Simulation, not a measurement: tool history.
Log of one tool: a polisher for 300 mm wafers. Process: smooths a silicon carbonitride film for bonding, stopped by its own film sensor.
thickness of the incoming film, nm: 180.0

run	hour	flow of slurry (ml/min)	pressure of the wafer on the pad (psi)	speed of the pad under the wafer (cm/s)	abrasive content of the slurry	target thickness at which the film sensor stops the polish (nm)	time until the film sensor stopped the polish (s)
1	0	210	1.9	96	1	139	186.25
2	2.4	210	1.7	96	1	139	198.99
3	5	210	1.7	82	1	139	228.74
4	6.7	210	1.6	82	1	139	238.87
5	14.7	210	1.5	82	1	139	242.32
6	20.5	260	1.5	82	1	139	240.9
7	29.3	260	1.5	82	1	139	238.08

Forecast run 8:
8	32.8	255	1.4	82	1	139	?

Run 8 gave time until the film sensor stopped the polish (s) 257.39.
